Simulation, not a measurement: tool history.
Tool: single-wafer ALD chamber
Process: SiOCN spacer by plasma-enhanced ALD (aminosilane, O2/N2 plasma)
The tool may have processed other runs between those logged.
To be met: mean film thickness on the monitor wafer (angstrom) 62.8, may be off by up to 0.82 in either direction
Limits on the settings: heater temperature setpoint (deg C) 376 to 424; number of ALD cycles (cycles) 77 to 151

run,hour,heater temperature setpoint (deg C),number of ALD cycles (cycles),mean film thickness on the monitor wafer (angstrom)
1,0,400,114,68.515
2,6.5,402,111,66.721
3,13.6,403,109,65.653
4,21.4,403,93,55.709
5,28.7,396,93,56.413
6,33.6,406,93,54.792
7,40.3,399,95,57.563
8,47.1,394,96,58.079
9,53.7,394,96,58.159
10,54.9,392,98,59.188
11,55.8,390,106,64.106

Next run, 4 choices. One meets every target within its allowed miss, the rest don't. Which?
A,56.7,415,112,?
B,56.7,379,109,?
C,56.7,393,106,?
D,56.7,377,104,?

move,mean film thickness on the monitor wafer (angstrom)
A,64.343
B,65.658
C,63.851
D,62.647
A: lands further from the targets than the last run did
B: lands further from the targets than the last run did
C: gains on the last run, yet a result remains outside its allowed miss
D: in spec on every target
D meets every target.
